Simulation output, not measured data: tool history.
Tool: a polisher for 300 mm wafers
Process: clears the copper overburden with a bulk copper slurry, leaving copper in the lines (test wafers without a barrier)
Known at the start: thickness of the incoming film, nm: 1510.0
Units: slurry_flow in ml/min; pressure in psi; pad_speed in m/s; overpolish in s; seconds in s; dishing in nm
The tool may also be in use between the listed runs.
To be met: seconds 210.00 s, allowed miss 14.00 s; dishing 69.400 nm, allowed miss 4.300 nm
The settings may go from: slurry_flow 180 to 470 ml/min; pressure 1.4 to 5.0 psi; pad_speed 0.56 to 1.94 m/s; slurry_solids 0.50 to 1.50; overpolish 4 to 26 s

run 1 hour=0.0 | slurry_flow=300 pressure=3.2 pad_speed=1.24 slurry_solids=1.00 overpolish=13 | seconds=104.76 dishing=81.737
run 2 hour=6.0 | slurry_flow=300 pressure=3.0 pad_speed=1.22 slurry_solids=1.00 overpolish=14 | seconds=109.90 dishing=80.452
run 3 hour=11.2 | slurry_flow=300 pressure=3.0 pad_speed=1.22 slurry_solids=1.00 overpolish=11 | seconds=107.90 dishing=70.957
run 4 hour=18.0 | slurry_flow=300 pressure=3.0 pad_speed=0.96 slurry_solids=1.00 overpolish=11 | seconds=139.54 dishing=60.978
run 5 hour=23.4 | slurry_flow=300 pressure=3.0 pad_speed=0.96 slurry_solids=1.00 overpolish=13 | seconds=141.22 dishing=67.431
run 6 hour=24.8 | slurry_flow=300 pressure=3.0 pad_speed=1.18 slurry_solids=1.00 overpolish=13 | seconds=113.59 dishing=75.241
run 7 hour=27.9 | slurry_flow=300 pressure=2.8 pad_speed=1.14 slurry_solids=1.00 overpolish=14 | seconds=125.36 dishing=74.072
run 8 hour=28.5 | slurry_flow=300 pressure=2.6 pad_speed=1.12 slurry_solids=1.00 overpolish=15 | seconds=138.07 dishing=72.587
run 9 hour=37.1 | slurry_flow=300 pressure=2.5 pad_speed=1.10 slurry_solids=1.00 overpolish=16 | seconds=139.72 dishing=73.064
run 10 hour=41.4 | slurry_flow=300 pressure=2.4 pad_speed=1.08 slurry_solids=1.00 overpolish=17 | seconds=153.60 dishing=71.261
run 11 hour=42.6 | slurry_flow=300 pressure=1.6 pad_speed=1.04 slurry_solids=1.00 overpolish=22 | seconds=228.78 dishing=63.692

4 next moves are on the table. One of them brings every result within its allowed miss. Which?
run A hour=43.8 | slurry_flow=220 pressure=1.6 pad_speed=1.02 slurry_solids=1.30 overpolish=20 | seconds=? dishing=?
run B hour=43.8 | slurry_flow=310 pressure=1.6 pad_speed=1.14 slurry_solids=1.05 overpolish=25 | seconds=? dishing=?
run C hour=43.8 | slurry_flow=310 pressure=1.4 pad_speed=1.30 slurry_solids=1.10 overpolish=16 | seconds=? dishing=?
run D hour=43.8 | slurry_flow=265 pressure=1.4 pad_speed=1.22 slurry_solids=0.85 overpolish=20 | seconds=? dishing=?

move=A seconds=245.66 dishing=61.763
move=B seconds=222.21 dishing=73.186
move=C seconds=220.18 dishing=56.760
move=D seconds=246.03 dishing=60.626
A: further off than the last run
B: meets every target
C: brings the result that was furthest off to its target, and leaves another outside
D: further off than the last run
The right move is B.
